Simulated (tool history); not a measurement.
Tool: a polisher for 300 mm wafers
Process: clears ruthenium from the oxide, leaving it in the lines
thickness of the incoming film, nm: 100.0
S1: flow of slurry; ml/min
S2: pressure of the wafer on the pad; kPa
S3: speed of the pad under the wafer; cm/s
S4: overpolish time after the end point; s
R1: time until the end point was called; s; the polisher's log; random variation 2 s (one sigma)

run 1 hour=0 | S1=165 S2=15.9 S3=92 S4=13 | R1=78.716
run 2 hour=5.2 | S1=150 S2=15.9 S3=92 S4=13 | R1=79.056
run 3 hour=8.3 | S1=150 S2=13.8 S3=92 S4=13 | R1=91.381
run 4 hour=11.4 | S1=150 S2=17.2 S3=92 S4=13 | R1=76.013
run 5 hour=15.2 | S1=145 S2=15.9 S3=90 S4=13 | R1=79.46
run 6 hour=19.2 | S1=105 S2=15.9 S3=90 S4=13 | R1=87.524

Run 7 comes next. What will it give?
run 7 hour=20.8 | S1=105 S2=14.5 S3=90 S4=13 | R1=?

Run 7 gave R1 94.567 s.

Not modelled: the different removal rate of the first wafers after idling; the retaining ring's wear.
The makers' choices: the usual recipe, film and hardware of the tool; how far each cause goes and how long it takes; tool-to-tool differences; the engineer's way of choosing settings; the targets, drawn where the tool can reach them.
